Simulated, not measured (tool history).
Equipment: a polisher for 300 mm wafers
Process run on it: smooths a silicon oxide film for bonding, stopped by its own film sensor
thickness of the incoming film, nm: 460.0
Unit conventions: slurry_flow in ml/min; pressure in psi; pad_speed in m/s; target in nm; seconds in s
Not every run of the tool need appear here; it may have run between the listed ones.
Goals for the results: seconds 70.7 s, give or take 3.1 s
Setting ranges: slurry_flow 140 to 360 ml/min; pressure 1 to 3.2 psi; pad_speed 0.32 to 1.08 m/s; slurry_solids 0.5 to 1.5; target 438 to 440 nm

run 1 hour=0 | slurry_flow=230 pressure=2.1 pad_speed=0.7 slurry_solids=1 target=438 | seconds=42.5
run 2 hour=6.4 | slurry_flow=230 pressure=1.8 pad_speed=0.68 slurry_solids=1 target=438 | seconds=50.281
run 3 hour=9.2 | slurry_flow=230 pressure=1.6 pad_speed=0.68 slurry_solids=1 target=438 | seconds=56.433
run 4 hour=17 | slurry_flow=230 pressure=1.6 pad_speed=0.76 slurry_solids=1 target=438 | seconds=51.393
run 5 hour=24.1 | slurry_flow=230 pressure=1.4 pad_speed=0.76 slurry_solids=1 target=438 | seconds=59.698
run 6 hour=28.6 | slurry_flow=200 pressure=1.4 pad_speed=0.76 slurry_solids=1 target=438 | seconds=59.82
run 7 hour=35.4 | slurry_flow=200 pressure=1.3 pad_speed=0.76 slurry_solids=1 target=438 | seconds=66.764
run 8 hour=39.3 | slurry_flow=195 pressure=1.3 pad_speed=0.76 slurry_solids=1 target=438 | seconds=66.989
run 9 hour=47.7 | slurry_flow=190 pressure=1.3 pad_speed=0.76 slurry_solids=1 target=438 | seconds=66.084
run 10 hour=49.3 | slurry_flow=185 pressure=1.3 pad_speed=0.76 slurry_solids=1 target=438 | seconds=64.804
run 11 hour=57.7 | slurry_flow=185 pressure=1.1 pad_speed=0.76 slurry_solids=1 target=438 | seconds=78.739
run 12 hour=64.5 | slurry_flow=185 pressure=1.3 pad_speed=0.76 slurry_solids=1 target=438 | seconds=66.72
run 13 hour=66.3 | slurry_flow=180 pressure=1.3 pad_speed=0.76 slurry_solids=1 target=438 | seconds=65.465

Which one of the following 4 next-run settings gets every result inside its allowed miss? There is exactly one.
run A hour=68.1 | slurry_flow=180 pressure=1.2 pad_speed=0.76 slurry_solids=1 target=440 | seconds=?
run B hour=68.1 | slurry_flow=175 pressure=1.7 pad_speed=0.7 slurry_solids=0.95 target=438 | seconds=?
run C hour=68.1 | slurry_flow=165 pressure=1.3 pad_speed=0.74 slurry_solids=0.9 target=438 | seconds=?
run D hour=68.1 | slurry_flow=150 pressure=1.5 pad_speed=0.74 slurry_solids=0.95 target=439 | seconds=?

move=A seconds=63.752
move=B seconds=54.795
move=C seconds=70.62
move=D seconds=58.427
A: moves away from the targets compared with the last run
B: moves away from the targets compared with the last run
C: hits every target within its allowed miss
D: moves away from the targets compared with the last run
Correct choice: C, which meets every target
